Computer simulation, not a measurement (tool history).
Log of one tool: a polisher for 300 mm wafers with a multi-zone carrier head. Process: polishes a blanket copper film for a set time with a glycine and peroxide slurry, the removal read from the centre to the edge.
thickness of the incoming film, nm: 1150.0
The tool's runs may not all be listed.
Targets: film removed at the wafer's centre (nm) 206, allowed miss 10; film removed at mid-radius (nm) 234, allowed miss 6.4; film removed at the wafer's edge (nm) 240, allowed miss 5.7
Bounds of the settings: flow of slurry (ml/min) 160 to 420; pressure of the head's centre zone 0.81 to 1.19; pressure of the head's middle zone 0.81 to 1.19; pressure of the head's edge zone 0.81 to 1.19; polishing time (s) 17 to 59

run	hour	flow of slurry (ml/min)	pressure of the head's centre zone	pressure of the head's middle zone	pressure of the head's edge zone	polishing time (s)	film removed at the wafer's centre (nm)	film removed at mid-radius (nm)	film removed at the wafer's edge (nm)
1	0	270	1	1	1	38	173.13	171.22	179.09
2	6.6	270	1	1.06	1	38	172.18	180.5	177.34
3	15	275	0.99	1.07	1.04	40	180.63	190.97	189.18
4	17.7	280	0.97	1.07	1.07	42	184.84	200.79	201.47
5	19.7	280	1.05	1.07	1.07	42	194.58	197.06	199.33
6	27.9	285	1.03	1.08	1.09	43	201.62	204.14	207.78
7	35.4	290	1.01	1.09	1.11	44	199.89	210.01	216.38
8	40.5	300	1	1.1	1.12	45	206.78	217.57	220.61
9	46.3	295	0.99	1.11	1.13	46	209.38	226.7	227.33

Which of these 4 next moves meets every target?
A	52.1	340	1.02	1.13	1.14	48	?	?	?
B	52.1	360	0.96	1.14	1.08	46	?	?	?
C	52.1	350	0.94	1.11	1.19	47	?	?	?
D	52.1	305	1.02	0.99	1.11	47	?	?	?

move	film removed at the wafer's centre (nm)	film removed at mid-radius (nm)	film removed at the wafer's edge (nm)
A	230.78	242.23	238.33
B	209.02	234.95	224.69
C	208.57	234.15	237.53
D	223.72	210.21	230.13
A: brings the result that was furthest off to its target, and leaves another outside
B: further off than the last run
C: meets every target
D: further off than the last run
The right move is C.
